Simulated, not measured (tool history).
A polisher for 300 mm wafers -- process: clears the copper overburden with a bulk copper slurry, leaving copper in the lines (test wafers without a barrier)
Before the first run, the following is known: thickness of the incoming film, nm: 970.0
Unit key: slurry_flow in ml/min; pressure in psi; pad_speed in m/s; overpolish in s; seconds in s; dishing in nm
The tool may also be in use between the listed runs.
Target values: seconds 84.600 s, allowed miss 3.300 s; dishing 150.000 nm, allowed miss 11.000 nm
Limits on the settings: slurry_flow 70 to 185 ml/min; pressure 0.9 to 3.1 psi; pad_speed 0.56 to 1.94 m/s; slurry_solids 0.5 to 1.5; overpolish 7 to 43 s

{"run": 1, "hour": 0.0, "slurry_flow": 120, "pressure": 2.0, "pad_speed": 1.24, "slurry_solids": 1.0, "overpolish": 22, "seconds": 153.69, "dishing": 81.62}
{"run": 2, "hour": 2.9, "slurry_flow": 120, "pressure": 2.0, "pad_speed": 1.24, "slurry_solids": 1.0, "overpolish": 26, "seconds": 153.62, "dishing": 89.872}
{"run": 3, "hour": 5.8, "slurry_flow": 120, "pressure": 2.0, "pad_speed": 1.24, "slurry_solids": 0.8, "overpolish": 26, "seconds": 165.56, "dishing": 87.132}
{"run": 4, "hour": 6.6, "slurry_flow": 110, "pressure": 2.0, "pad_speed": 1.24, "slurry_solids": 0.8, "overpolish": 26, "seconds": 164.06, "dishing": 84.563}
{"run": 5, "hour": 14.7, "slurry_flow": 110, "pressure": 2.3, "pad_speed": 1.28, "slurry_solids": 0.8, "overpolish": 26, "seconds": 144.22, "dishing": 97.731}
{"run": 6, "hour": 20.5, "slurry_flow": 110, "pressure": 2.3, "pad_speed": 1.28, "slurry_solids": 0.9, "overpolish": 26, "seconds": 140.6, "dishing": 97.098}
{"run": 7, "hour": 25.2, "slurry_flow": 120, "pressure": 2.5, "pad_speed": 1.34, "slurry_solids": 0.9, "overpolish": 26, "seconds": 119.52, "dishing": 109.05}
{"run": 8, "hour": 31.4, "slurry_flow": 140, "pressure": 3.1, "pad_speed": 1.38, "slurry_solids": 0.9, "overpolish": 28, "seconds": 94.864, "dishing": 133.83}
{"run": 9, "hour": 39.7, "slurry_flow": 140, "pressure": 3.1, "pad_speed": 1.42, "slurry_solids": 0.9, "overpolish": 28, "seconds": 93.376, "dishing": 130.14}
{"run": 10, "hour": 42.1, "slurry_flow": 140, "pressure": 3.1, "pad_speed": 1.46, "slurry_solids": 0.9, "overpolish": 29, "seconds": 89.867, "dishing": 136.44}

Next run, 4 choices. One meets every target within its allowed miss, the rest don't. Which?
{"run": "A", "hour": 44.5, "slurry_flow": 155, "pressure": 3.1, "pad_speed": 1.66, "slurry_solids": 0.8, "overpolish": 32, "seconds": "?", "dishing": "?"}
{"run": "B", "hour": 44.5, "slurry_flow": 120, "pressure": 3.1, "pad_speed": 1.54, "slurry_solids": 1.0, "overpolish": 33, "seconds": "?", "dishing": "?"}
{"run": "C", "hour": 44.5, "slurry_flow": 135, "pressure": 3.1, "pad_speed": 1.32, "slurry_solids": 0.9, "overpolish": 41, "seconds": "?", "dishing": "?"}
{"run": "D", "hour": 44.5, "slurry_flow": 145, "pressure": 3.1, "pad_speed": 1.64, "slurry_solids": 0.9, "overpolish": 31, "seconds": "?", "dishing": "?"}

move=A seconds=80.077 dishing=146.230
move=B seconds=85.491 dishing=144.440
move=C seconds=99.567 dishing=147.740
move=D seconds=79.443 dishing=145.010
A: takes the result that was furthest off past its target
B: hits every target within its allowed miss
C: the biggest miss grows against the last run
D: takes the result that was furthest off past its target
The move that meets every target is B.
